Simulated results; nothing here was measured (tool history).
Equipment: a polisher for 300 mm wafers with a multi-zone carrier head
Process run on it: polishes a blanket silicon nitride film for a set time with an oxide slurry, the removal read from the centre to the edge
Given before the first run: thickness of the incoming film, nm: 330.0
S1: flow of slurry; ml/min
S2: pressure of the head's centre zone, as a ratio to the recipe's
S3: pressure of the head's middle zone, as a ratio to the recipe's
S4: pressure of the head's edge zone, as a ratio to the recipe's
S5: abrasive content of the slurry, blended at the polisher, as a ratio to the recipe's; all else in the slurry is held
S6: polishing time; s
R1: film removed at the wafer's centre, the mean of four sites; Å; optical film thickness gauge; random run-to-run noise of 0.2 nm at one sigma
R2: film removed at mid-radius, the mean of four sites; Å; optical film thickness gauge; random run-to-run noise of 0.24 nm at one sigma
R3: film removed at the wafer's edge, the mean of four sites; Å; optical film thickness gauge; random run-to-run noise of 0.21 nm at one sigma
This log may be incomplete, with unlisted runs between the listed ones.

run	hour	S1	S2	S3	S4	S5	S6	R1	R2	R3
1	0	150	1	1	1	1	34	276.66	272.37	260.94
2	5.5	150	1	0.93	1	1	34	272	257.46	264.66
3	10.1	145	0.97	0.91	0.99	0.9	34	255.54	236.12	248.39
4	15.4	125	0.97	0.91	0.99	0.9	34	244.77	233	242.74
5	24.2	125	0.97	0.86	0.99	0.9	34	247.61	223.36	248.44
6	24.8	120	0.94	0.86	1	0.85	34	229.01	210.68	235.72
7	32.1	115	0.91	0.87	1.01	0.8	34	214.21	205.28	232.29
8	39.4	110	0.89	0.87	1	0.75	34	203.82	202.1	223.28
9	42.3	110	0.88	0.86	1	0.7	34	194.7	194.92	217.97
10	44.1	110	0.87	0.85	0.99	0.65	34	186.96	186.99	211.77

The next listed run, before its measurement:
11	52.1	110	0.86	0.85	0.98	0.65	34	?	?	?

Run 11 measured R1 185.06 Å, R2 185.56 Å, R3 209.39 Å.
